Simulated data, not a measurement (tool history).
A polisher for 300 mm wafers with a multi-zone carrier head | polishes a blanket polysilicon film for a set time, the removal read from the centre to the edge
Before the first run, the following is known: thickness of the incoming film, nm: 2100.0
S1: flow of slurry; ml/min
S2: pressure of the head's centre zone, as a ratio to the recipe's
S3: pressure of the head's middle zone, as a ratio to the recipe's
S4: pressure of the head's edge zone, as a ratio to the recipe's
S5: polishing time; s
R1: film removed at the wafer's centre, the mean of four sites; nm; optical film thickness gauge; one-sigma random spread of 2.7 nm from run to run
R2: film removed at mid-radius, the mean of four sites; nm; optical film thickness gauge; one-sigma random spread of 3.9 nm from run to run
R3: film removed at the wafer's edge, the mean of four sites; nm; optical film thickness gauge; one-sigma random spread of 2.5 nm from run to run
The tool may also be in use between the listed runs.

Run 1, hour 0: S1 160 ml/min, S2 1, S3 1, S4 1, S5 47 s. Result: R1 469.14 nm, R2 485.65 nm, R3 478.19 nm.
Run 2, hour 3.4: S1 160 ml/min, S2 1, S3 1, S4 1.04, S5 47 s. Result: R1 471.14 nm, R2 485.15 nm, R3 482.17 nm.
Run 3, hour 7.2: S1 160 ml/min, S2 1, S3 1.08, S4 1.04, S5 47 s. Result: R1 471.39 nm, R2 509.44 nm, R3 487.3 nm.
Run 4, hour 14.9: S1 160 ml/min, S2 1, S3 1.03, S4 1.04, S5 47 s. Result: R1 481.17 nm, R2 488.81 nm, R3 494.93 nm.
Run 5, hour 22.7: S1 160 ml/min, S2 1.01, S3 1.02, S4 1.02, S5 45 s. Result: R1 456.19 nm, R2 465 nm, R3 462.19 nm.
Run 6, hour 24.8: S1 160 ml/min, S2 1.02, S3 1.02, S4 1, S5 43 s. Result: R1 445.27 nm, R2 443.37 nm, R3 442.63 nm.
Run 7, hour 25.8: S1 160 ml/min, S2 1.03, S3 1.03, S4 0.98, S5 41 s. Result: R1 429.02 nm, R2 424.12 nm, R3 414.21 nm.
Run 8, hour 28.7: S1 160 ml/min, S2 1.03, S3 1.03, S4 0.96, S5 40 s. Result: R1 416.11 nm, R2 418.25 nm, R3 393.25 nm.
Run 9, hour 34.9: S1 160 ml/min, S2 1.03, S3 1.02, S4 0.95, S5 39 s. Result: R1 406.52 nm, R2 408.15 nm, R3 388.61 nm.
Run 10, hour 35.7: S1 160 ml/min, S2 1.04, S3 1.02, S4 0.94, S5 38 s. Result: R1 398.95 nm, R2 401.91 nm, R3 375.28 nm.
Run 11, hour 42.5: S1 155 ml/min, S2 1.05, S3 1.01, S4 0.93, S5 37 s. Result: R1 394.03 nm, R2 379.3 nm, R3 367.69 nm.
Run 12, hour 47.6: S1 155 ml/min, S2 1.05, S3 1.01, S4 0.92, S5 36 s. Result: R1 378.14 nm, R2 362.03 nm, R3 355.92 nm.
Run 13, hour 55.4: S1 155 ml/min, S2 1.06, S3 1.02, S4 0.91, S5 35 s. Result: R1 369.13 nm, R2 364.62 nm, R3 339.53 nm.
Run 14, hour 58.6: S1 150 ml/min, S2 1.07, S3 1.02, S4 0.9, S5 35 s. Result: R1 368.85 nm, R2 353.11 nm, R3 335.87 nm.
Run 15, hour 67.5: S1 145 ml/min, S2 1.08, S3 1.02, S4 0.89, S5 35 s. Result: R1 377.06 nm, R2 356.72 nm, R3 332.25 nm.
Run 16, hour 73.1: S1 140 ml/min, S2 1.08, S3 1.02, S4 0.88, S5 35 s. Result: R1 374.66 nm, R2 364.1 nm, R3 331.78 nm.
Run 17, hour 78.3: S1 130 ml/min, S2 1.09, S3 0.96, S4 0.82, S5 29 s. Result: R1 310.37 nm, R2 280.67 nm, R3 264.76 nm.

Run 18 has not been measured yet. What should we expect?
Run 18, hour 86.5: S1 135 ml/min, S2 1.09, S3 0.97, S4 0.82, S5 29 s. Result: R1 ?, R2 ?, R3 ?.

{"run 18": {"R1": 310.38, "R2": 287.16, "R3": 269.41}}
